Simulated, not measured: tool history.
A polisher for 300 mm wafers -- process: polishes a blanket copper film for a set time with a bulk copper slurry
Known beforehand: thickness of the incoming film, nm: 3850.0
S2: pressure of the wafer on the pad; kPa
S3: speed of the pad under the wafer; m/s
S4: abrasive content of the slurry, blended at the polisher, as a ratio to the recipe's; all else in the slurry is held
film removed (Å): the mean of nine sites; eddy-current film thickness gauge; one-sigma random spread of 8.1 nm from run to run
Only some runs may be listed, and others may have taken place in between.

run 1 day=0.000 | flow_of_slurry_(ml/min)=220 S2=21.4 S3=1.36 S4=1.0 polishing_time_(s)=109 | film_removed_(Å)=14517
run 2 day=0.054 | flow_of_slurry_(ml/min)=215 S2=20.7 S3=1.36 S4=1.0 polishing_time_(s)=109 | film_removed_(Å)=14196
run 3 day=0.129 | flow_of_slurry_(ml/min)=215 S2=20.7 S3=1.54 S4=1.0 polishing_time_(s)=109 | film_removed_(Å)=15725
run 4 day=0.308 | flow_of_slurry_(ml/min)=215 S2=20.7 S3=1.88 S4=1.0 polishing_time_(s)=109 | film_removed_(Å)=18352
run 5 day=0.517 | flow_of_slurry_(ml/min)=215 S2=20.7 S3=1.88 S4=1.2 polishing_time_(s)=109 | film_removed_(Å)=19124
run 6 day=0.867 | flow_of_slurry_(ml/min)=215 S2=18.6 S3=1.88 S4=1.2 polishing_time_(s)=109 | film_removed_(Å)=17601
run 7 day=0.992 | flow_of_slurry_(ml/min)=215 S2=17.2 S3=1.88 S4=1.2 polishing_time_(s)=109 | film_removed_(Å)=16579
run 8 day=1.058 | flow_of_slurry_(ml/min)=215 S2=17.2 S3=1.88 S4=1.2 polishing_time_(s)=109 | film_removed_(Å)=16515
run 9 day=1.254 | flow_of_slurry_(ml/min)=215 S2=17.2 S3=1.88 S4=1.2 polishing_time_(s)=109 | film_removed_(Å)=16657
run 10 day=1.408 | flow_of_slurry_(ml/min)=215 S2=15.9 S3=1.88 S4=1.2 polishing_time_(s)=109 | film_removed_(Å)=15464
run 11 day=1.596 | flow_of_slurry_(ml/min)=215 S2=15.2 S3=1.88 S4=1.2 polishing_time_(s)=109 | film_removed_(Å)=14920
run 12 day=1.633 | flow_of_slurry_(ml/min)=215 S2=14.5 S3=1.88 S4=1.2 polishing_time_(s)=109 | film_removed_(Å)=14537
run 13 day=1.988 | flow_of_slurry_(ml/min)=215 S2=13.8 S3=1.88 S4=1.2 polishing_time_(s)=109 | film_removed_(Å)=13909
run 14 day=2.342 | flow_of_slurry_(ml/min)=215 S2=13.1 S3=1.88 S4=1.2 polishing_time_(s)=109 | film_removed_(Å)=13293

Estimate the outcome of run 15 from the log above:
run 15 day=2.571 | flow_of_slurry_(ml/min)=210 S2=12.4 S3=1.88 S4=1.2 polishing_time_(s)=109 | film_removed_(Å)=?

film removed (Å): 12778
